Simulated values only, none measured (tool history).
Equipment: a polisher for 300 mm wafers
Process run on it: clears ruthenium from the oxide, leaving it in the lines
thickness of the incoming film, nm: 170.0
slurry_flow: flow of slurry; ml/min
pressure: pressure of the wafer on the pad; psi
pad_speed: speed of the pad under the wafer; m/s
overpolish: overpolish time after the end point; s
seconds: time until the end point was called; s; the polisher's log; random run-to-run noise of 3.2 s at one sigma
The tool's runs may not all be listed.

Run 1, hour 0.0: slurry_flow 320 ml/min, pressure 2.8 psi, pad_speed 0.80 m/s, overpolish 12 s. Result: seconds 149.27 s.
Run 2, hour 4.4: slurry_flow 320 ml/min, pressure 2.7 psi, pad_speed 0.80 m/s, overpolish 12 s. Result: seconds 157.77 s.
Run 3, hour 13.1: slurry_flow 320 ml/min, pressure 2.7 psi, pad_speed 0.94 m/s, overpolish 12 s. Result: seconds 128.47 s.
Run 4, hour 16.4: slurry_flow 320 ml/min, pressure 2.5 psi, pad_speed 0.94 m/s, overpolish 12 s. Result: seconds 138.37 s.
Run 5, hour 23.8: slurry_flow 320 ml/min, pressure 2.3 psi, pad_speed 0.94 m/s, overpolish 12 s. Result: seconds 145.96 s.
Run 6, hour 30.3: slurry_flow 320 ml/min, pressure 2.1 psi, pad_speed 0.94 m/s, overpolish 12 s. Result: seconds 159.75 s.
Run 7, hour 34.4: slurry_flow 320 ml/min, pressure 2.0 psi, pad_speed 0.94 m/s, overpolish 12 s. Result: seconds 167.69 s.

Run 8, settings as shown, results not yet in. Your forecast:
Run 8, hour 39.3: slurry_flow 320 ml/min, pressure 1.9 psi, pad_speed 0.94 m/s, overpolish 12 s. Result: seconds ?.

{"run 8": {"seconds": 172.1}}
